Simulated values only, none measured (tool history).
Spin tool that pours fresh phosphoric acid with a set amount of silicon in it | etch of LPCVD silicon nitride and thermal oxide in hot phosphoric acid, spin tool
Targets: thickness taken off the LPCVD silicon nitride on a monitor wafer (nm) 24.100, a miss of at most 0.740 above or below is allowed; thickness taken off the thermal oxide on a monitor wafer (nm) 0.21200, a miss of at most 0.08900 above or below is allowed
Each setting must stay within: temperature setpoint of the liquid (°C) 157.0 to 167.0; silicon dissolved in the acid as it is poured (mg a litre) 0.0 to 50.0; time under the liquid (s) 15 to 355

| run | hour | temperature setpoint of the liquid (°C) | silicon dissolved in the acid as it is poured (mg a litre) | time under the liquid (s) | thickness taken off the LPCVD silicon nitride on a monitor wafer (nm) | thickness taken off the thermal oxide on a monitor wafer (nm) |
|---|---|---|---|---|---|---|
| 1 | 0.0 | 162.0 | 24.5 | 180 | 17.007 | 0.33773 |
| 2 | 8.9 | 162.5 | 29.5 | 190 | 18.079 | 0.31029 |
| 3 | 10.4 | 164.0 | 29.5 | 190 | 19.063 | 0.30732 |
| 4 | 11.6 | 164.0 | 17.5 | 190 | 19.110 | 0.48019 |
| 5 | 12.5 | 162.5 | 17.5 | 190 | 18.276 | 0.41842 |
| 6 | 18.3 | 163.0 | 23.5 | 200 | 19.687 | 0.31853 |
| 7 | 19.2 | 163.5 | 26.0 | 205 | 20.497 | 0.41526 |
| 8 | 27.5 | 163.5 | 30.5 | 210 | 20.886 | 0.40488 |

Exercise: of the 5 proposed moves below, exactly one satisfies all targets within the stated allowed misses. Which move is it?
| A | 35.8 | 162.5 | 0.0 | 195 | ? | ? |
| B | 35.8 | 163.0 | 0.0 | 270 | ? | ? |
| C | 35.8 | 165.0 | 9.0 | 230 | ? | ? |
| D | 35.8 | 166.0 | 43.0 | 225 | ? | ? |
| E | 35.8 | 165.0 | 18.5 | 230 | ? | ? |

| move | thickness taken off the LPCVD silicon nitride on a monitor wafer (nm) | thickness taken off the thermal oxide on a monitor wafer (nm) |
|---|---|---|
| A | 18.720 | 0.64338 |
| B | 26.354 | 0.92402 |
| C | 23.980 | 0.76143 |
| D | 24.240 | 0.20887 |
| E | 23.980 | 0.60418 |
A: lands further from the targets than the last run did
B: carries the result that was furthest off beyond its target, to the other side
C: meets the target for the result that was furthest off, but another lies outside its allowed miss
D: all results in spec
E: meets the target for the result that was furthest off, but another lies outside its allowed miss
D meets every target.
